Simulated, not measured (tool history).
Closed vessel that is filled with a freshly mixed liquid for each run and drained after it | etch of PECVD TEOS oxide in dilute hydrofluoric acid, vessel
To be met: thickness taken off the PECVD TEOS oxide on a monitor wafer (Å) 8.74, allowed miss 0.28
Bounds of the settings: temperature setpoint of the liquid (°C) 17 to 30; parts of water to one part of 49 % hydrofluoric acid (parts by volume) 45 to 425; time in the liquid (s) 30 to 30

run,hour,temperature setpoint of the liquid (°C),parts of water to one part of 49 % hydrofluoric acid (parts by volume),time in the liquid (s),thickness taken off the PECVD TEOS oxide on a monitor wafer (Å)
1,0,22,235,30,16.268
2,6.2,20.5,260,30,13.847
3,14.3,22,260,30,14.237
4,19.6,21,280,30,12.873
5,24.4,21,330,30,10.3
6,32,20,335,30,9.8866
7,40.4,17,350,30,8.3615
8,41.7,17.5,350,30,8.4516

Which of these 5 next moves meets every target?
A,43,18,370,30,?
B,43,17.5,340,30,?
C,43,17,360,30,?
D,43,20,385,30,?
E,43,17.5,360,30,?

move,thickness taken off the PECVD TEOS oxide on a monitor wafer (Å)
A,8.0784
B,8.8455
C,8.0701
D,8.2335
E,8.2194
A: further off than the last run
B: meets every target
C: further off than the last run
D: further off than the last run
E: further off than the last run
Move B is the one to make.
